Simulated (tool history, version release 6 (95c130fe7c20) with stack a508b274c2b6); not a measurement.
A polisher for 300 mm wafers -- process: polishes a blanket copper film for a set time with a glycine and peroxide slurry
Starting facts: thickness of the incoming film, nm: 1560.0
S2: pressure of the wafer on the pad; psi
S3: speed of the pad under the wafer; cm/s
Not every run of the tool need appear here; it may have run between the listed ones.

{"run": 1, "hour": 0.0, "flow of slurry (ml/min)": 120, "S2": 3.3, "S3": 80, "polishing time (s)": 53, "film removed (nm)": 237.78}
{"run": 2, "hour": 6.8, "flow of slurry (ml/min)": 120, "S2": 2.9, "S3": 80, "polishing time (s)": 53, "film removed (nm)": 213.92}
{"run": 3, "hour": 11.5, "flow of slurry (ml/min)": 120, "S2": 3.3, "S3": 80, "polishing time (s)": 53, "film removed (nm)": 235.39}
{"run": 4, "hour": 17.9, "flow of slurry (ml/min)": 115, "S2": 3.1, "S3": 80, "polishing time (s)": 53, "film removed (nm)": 221.49}
{"run": 5, "hour": 20.9, "flow of slurry (ml/min)": 125, "S2": 3.1, "S3": 80, "polishing time (s)": 53, "film removed (nm)": 227.22}
{"run": 6, "hour": 22.2, "flow of slurry (ml/min)": 125, "S2": 3.1, "S3": 98, "polishing time (s)": 53, "film removed (nm)": 263.46}
{"run": 7, "hour": 31.1, "flow of slurry (ml/min)": 115, "S2": 2.8, "S3": 98, "polishing time (s)": 53, "film removed (nm)": 236.3}
{"run": 8, "hour": 33.0, "flow of slurry (ml/min)": 105, "S2": 2.6, "S3": 98, "polishing time (s)": 53, "film removed (nm)": 220.51}
{"run": 9, "hour": 37.9, "flow of slurry (ml/min)": 100, "S2": 2.4, "S3": 98, "polishing time (s)": 53, "film removed (nm)": 203.99}
{"run": 10, "hour": 45.8, "flow of slurry (ml/min)": 95, "S2": 2.3, "S3": 98, "polishing time (s)": 53, "film removed (nm)": 193.06}

Forecast run 11:
{"run": 11, "hour": 48.8, "flow of slurry (ml/min)": 90, "S2": 2.3, "S3": 98, "polishing time (s)": 53, "film removed (nm)": "?"}

film removed (nm): 192.71

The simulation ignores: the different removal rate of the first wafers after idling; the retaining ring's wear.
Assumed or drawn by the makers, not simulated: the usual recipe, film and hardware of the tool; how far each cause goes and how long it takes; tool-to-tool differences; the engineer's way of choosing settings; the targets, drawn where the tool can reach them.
